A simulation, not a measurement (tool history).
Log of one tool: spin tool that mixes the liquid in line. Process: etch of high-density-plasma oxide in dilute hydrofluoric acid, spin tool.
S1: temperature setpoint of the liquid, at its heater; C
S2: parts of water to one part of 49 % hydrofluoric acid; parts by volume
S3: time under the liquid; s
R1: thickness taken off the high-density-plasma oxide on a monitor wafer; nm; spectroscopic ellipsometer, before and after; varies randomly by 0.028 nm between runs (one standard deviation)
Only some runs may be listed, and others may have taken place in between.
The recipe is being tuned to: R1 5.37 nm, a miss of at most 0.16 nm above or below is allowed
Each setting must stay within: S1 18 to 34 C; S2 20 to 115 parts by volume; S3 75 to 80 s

{"run": 1, "day": 0.0, "S1": 26, "S2": 65, "S3": 75, "R1": 7.648}
{"run": 2, "day": 0.238, "S1": 26, "S2": 75, "S3": 75, "R1": 6.5088}
{"run": 3, "day": 0.496, "S1": 26, "S2": 75, "S3": 75, "R1": 6.5045}
{"run": 4, "day": 0.55, "S1": 26, "S2": 60, "S3": 75, "R1": 8.3832}
{"run": 5, "day": 0.804, "S1": 24.5, "S2": 60, "S3": 75, "R1": 7.8709}
{"run": 6, "day": 1.133, "S1": 28, "S2": 60, "S3": 75, "R1": 9.0675}
{"run": 7, "day": 1.421, "S1": 26, "S2": 60, "S3": 75, "R1": 8.3758}
{"run": 8, "day": 1.633, "S1": 22, "S2": 70, "S3": 75, "R1": 5.9607}
{"run": 9, "day": 1.683, "S1": 21.5, "S2": 70, "S3": 75, "R1": 5.866}
{"run": 10, "day": 1.85, "S1": 21, "S2": 70, "S3": 75, "R1": 5.718}
{"run": 11, "day": 2.079, "S1": 21, "S2": 70, "S3": 75, "R1": 5.7558}
{"run": 12, "day": 2.125, "S1": 20.5, "S2": 70, "S3": 75, "R1": 5.6307}

Pick the move, out of 5, that brings all results within their allowed miss; only one does.
{"run": "A", "day": 2.171, "S1": 18.5, "S2": 65, "S3": 80, "R1": "?"}
{"run": "B", "day": 2.171, "S1": 21, "S2": 70, "S3": 80, "R1": "?"}
{"run": "C", "day": 2.171, "S1": 23, "S2": 80, "S3": 80, "R1": "?"}
{"run": "D", "day": 2.171, "S1": 18, "S2": 70, "S3": 80, "R1": "?"}
{"run": "E", "day": 2.171, "S1": 19.5, "S2": 65, "S3": 75, "R1": "?"}

move=A R1=6.0059
move=B R1=6.1652
move=C R1=5.7938
move=D R1=5.431
move=E R1=5.8754
A: misses by more than the last run did
B: misses by more than the last run did
C: misses by more than the last run did
D: every result lands within tolerance
E: misses by more than the last run did
The move that meets every target is D.
